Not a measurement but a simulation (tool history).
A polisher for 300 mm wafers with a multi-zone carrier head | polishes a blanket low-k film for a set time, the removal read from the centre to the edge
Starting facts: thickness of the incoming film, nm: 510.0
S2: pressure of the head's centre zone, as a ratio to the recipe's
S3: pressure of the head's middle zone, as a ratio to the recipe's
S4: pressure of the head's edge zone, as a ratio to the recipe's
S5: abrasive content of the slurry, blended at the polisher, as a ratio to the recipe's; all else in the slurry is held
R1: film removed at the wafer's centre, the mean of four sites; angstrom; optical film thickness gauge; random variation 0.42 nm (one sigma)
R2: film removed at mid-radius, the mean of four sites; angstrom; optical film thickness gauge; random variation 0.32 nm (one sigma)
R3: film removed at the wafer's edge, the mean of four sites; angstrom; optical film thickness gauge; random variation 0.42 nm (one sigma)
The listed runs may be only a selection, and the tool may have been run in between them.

{"run": 1, "hour": 0.0, "flow of slurry (ml/min)": 240, "S2": 1.0, "S3": 1.0, "S4": 1.0, "S5": 1.0, "polishing time (s)": 74, "R1": 356.71, "R2": 356.22, "R3": 347.89}
{"run": 2, "hour": 3.1, "flow of slurry (ml/min)": 275, "S2": 1.0, "S3": 1.0, "S4": 1.0, "S5": 1.0, "polishing time (s)": 74, "R1": 355.07, "R2": 363.24, "R3": 355.45}
{"run": 3, "hour": 11.7, "flow of slurry (ml/min)": 275, "S2": 1.0, "S3": 1.0, "S4": 1.0, "S5": 1.15, "polishing time (s)": 74, "R1": 389.83, "R2": 392.38, "R3": 374.44}
{"run": 4, "hour": 19.1, "flow of slurry (ml/min)": 230, "S2": 1.0, "S3": 1.0, "S4": 1.0, "S5": 1.15, "polishing time (s)": 74, "R1": 378.04, "R2": 379.03, "R3": 364.93}
{"run": 5, "hour": 21.6, "flow of slurry (ml/min)": 230, "S2": 1.0, "S3": 1.07, "S4": 1.0, "S5": 1.15, "polishing time (s)": 74, "R1": 380.07, "R2": 399.83, "R3": 370.52}
{"run": 6, "hour": 26.4, "flow of slurry (ml/min)": 230, "S2": 1.0, "S3": 1.07, "S4": 1.0, "S5": 1.15, "polishing time (s)": 89, "R1": 449.68, "R2": 482.68, "R3": 438.99}
{"run": 7, "hour": 27.4, "flow of slurry (ml/min)": 225, "S2": 1.01, "S3": 1.04, "S4": 1.0, "S5": 1.05, "polishing time (s)": 88, "R1": 429.02, "R2": 446.78, "R3": 418.6}
{"run": 8, "hour": 35.6, "flow of slurry (ml/min)": 220, "S2": 1.02, "S3": 1.01, "S4": 1.0, "S5": 1.0, "polishing time (s)": 87, "R1": 405.13, "R2": 414.96, "R3": 405.3}
{"run": 9, "hour": 43.8, "flow of slurry (ml/min)": 220, "S2": 1.04, "S3": 0.99, "S4": 0.99, "S5": 0.95, "polishing time (s)": 86, "R1": 409.16, "R2": 405.38, "R3": 383.83}
{"run": 10, "hour": 48.7, "flow of slurry (ml/min)": 215, "S2": 1.05, "S3": 0.97, "S4": 1.0, "S5": 0.9, "polishing time (s)": 85, "R1": 389.49, "R2": 377.18, "R3": 379.7}
{"run": 11, "hour": 51.4, "flow of slurry (ml/min)": 210, "S2": 1.06, "S3": 0.95, "S4": 0.99, "S5": 0.85, "polishing time (s)": 84, "R1": 385.17, "R2": 352.74, "R3": 356.78}
{"run": 12, "hour": 60.1, "flow of slurry (ml/min)": 205, "S2": 1.06, "S3": 0.93, "S4": 0.99, "S5": 0.8, "polishing time (s)": 84, "R1": 369.12, "R2": 336.88, "R3": 342.79}

The next listed run, before its measurement:
{"run": 13, "hour": 62.2, "flow of slurry (ml/min)": 200, "S2": 1.06, "S3": 0.91, "S4": 0.99, "S5": 0.75, "polishing time (s)": 84, "R1": "?", "R2": "?", "R3": "?"}

{"run 13": {"R1": 350.86, "R2": 317.04, "R3": 337.76}}

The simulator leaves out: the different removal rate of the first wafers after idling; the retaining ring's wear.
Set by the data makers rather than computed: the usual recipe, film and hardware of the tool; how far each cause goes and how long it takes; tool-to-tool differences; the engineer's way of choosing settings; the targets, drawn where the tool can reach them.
